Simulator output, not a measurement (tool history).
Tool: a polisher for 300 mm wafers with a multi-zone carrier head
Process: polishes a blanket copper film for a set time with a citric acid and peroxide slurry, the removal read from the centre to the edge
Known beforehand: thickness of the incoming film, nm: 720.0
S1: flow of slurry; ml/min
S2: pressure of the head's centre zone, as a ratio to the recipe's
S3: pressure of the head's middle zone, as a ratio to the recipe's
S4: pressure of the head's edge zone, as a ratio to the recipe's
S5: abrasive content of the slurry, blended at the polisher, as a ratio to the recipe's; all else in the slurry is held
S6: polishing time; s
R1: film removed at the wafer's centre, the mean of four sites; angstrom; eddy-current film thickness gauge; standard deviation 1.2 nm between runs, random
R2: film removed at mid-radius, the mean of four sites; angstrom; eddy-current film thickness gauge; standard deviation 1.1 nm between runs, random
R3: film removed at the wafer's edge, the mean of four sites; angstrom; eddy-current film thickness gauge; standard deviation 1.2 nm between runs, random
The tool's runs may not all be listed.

run	hour	S1	S2	S3	S4	S5	S6	R1	R2	R3
1	0	310	1	1	1	1	66	1345.8	1534.4	1532.4
2	8.1	305	0.99	0.97	0.98	0.85	60	1134.2	1308.5	1293.6
3	11.4	305	0.99	0.97	1.06	0.85	60	1112.5	1322	1374.9
4	17.7	305	1.04	0.97	1.06	0.85	60	1172.3	1307	1351.1
# hour 20.3: centre zone pressure recalibrated
5	20.3	305	1.04	0.97	1.06	0.75	60	1274.7	1247.3	1255.7
6	22.5	300	1.01	0.94	1.05	0.7	57	1140.8	1150.5	1187.1

What does the tool deliver on the next run?
7	25.8	295	0.97	0.92	1.04	0.65	54	?	?	?

R1: 1006.3 angstrom
R2: 1036.3 angstrom
R3: 1097.4 angstrom
